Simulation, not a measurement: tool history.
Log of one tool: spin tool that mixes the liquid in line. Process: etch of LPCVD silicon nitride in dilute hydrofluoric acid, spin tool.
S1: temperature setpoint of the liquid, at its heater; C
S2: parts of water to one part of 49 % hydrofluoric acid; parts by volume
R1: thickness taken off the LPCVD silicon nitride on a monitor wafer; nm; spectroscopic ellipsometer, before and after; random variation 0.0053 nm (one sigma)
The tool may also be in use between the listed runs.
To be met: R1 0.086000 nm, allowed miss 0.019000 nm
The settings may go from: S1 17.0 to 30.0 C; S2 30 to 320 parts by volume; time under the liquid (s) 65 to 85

Run 1, day 0.000: S1 22.0 C, S2 175 parts by volume, time under the liquid (s) 85. Result: R1 0.172270 nm.
Run 2, day 0.217: S1 25.0 C, S2 175 parts by volume, time under the liquid (s) 85. Result: R1 0.250760 nm.
Run 3, day 0.279: S1 25.0 C, S2 175 parts by volume, time under the liquid (s) 65. Result: R1 0.176880 nm.
Run 4, day 0.433: S1 24.5 C, S2 185 parts by volume, time under the liquid (s) 65. Result: R1 0.177280 nm.
Run 5, day 0.771: S1 24.0 C, S2 190 parts by volume, time under the liquid (s) 65. Result: R1 0.158710 nm.
Run 6, day 0.917: S1 23.5 C, S2 195 parts by volume, time under the liquid (s) 65. Result: R1 0.153900 nm.
Run 7, day 1.000: S1 23.0 C, S2 200 parts by volume, time under the liquid (s) 65. Result: R1 0.139960 nm.
Run 8, day 1.175: S1 23.0 C, S2 200 parts by volume, time under the liquid (s) 65. Result: R1 0.130110 nm.

5 next moves are on the table. One of them brings every result within its allowed miss. Which?
Run A, day 1.350: S1 22.5 C, S2 250 parts by volume, time under the liquid (s) 85. Result: R1 ?.
Run B, day 1.350: S1 22.0 C, S2 195 parts by volume, time under the liquid (s) 65. Result: R1 ?.
Run C, day 1.350: S1 18.0 C, S2 225 parts by volume, time under the liquid (s) 65. Result: R1 ?.
Run D, day 1.350: S1 20.0 C, S2 150 parts by volume, time under the liquid (s) 65. Result: R1 ?.
Run E, day 1.350: S1 29.5 C, S2 205 parts by volume, time under the liquid (s) 85. Result: R1 ?.

move        R1
   A  0.146480
   B  0.138460
   C  0.092758
   D  0.156890
   E  0.274690
A: further off than the last run
B: further off than the last run
C: meets every target
D: further off than the last run
E: further off than the last run
Answer: C
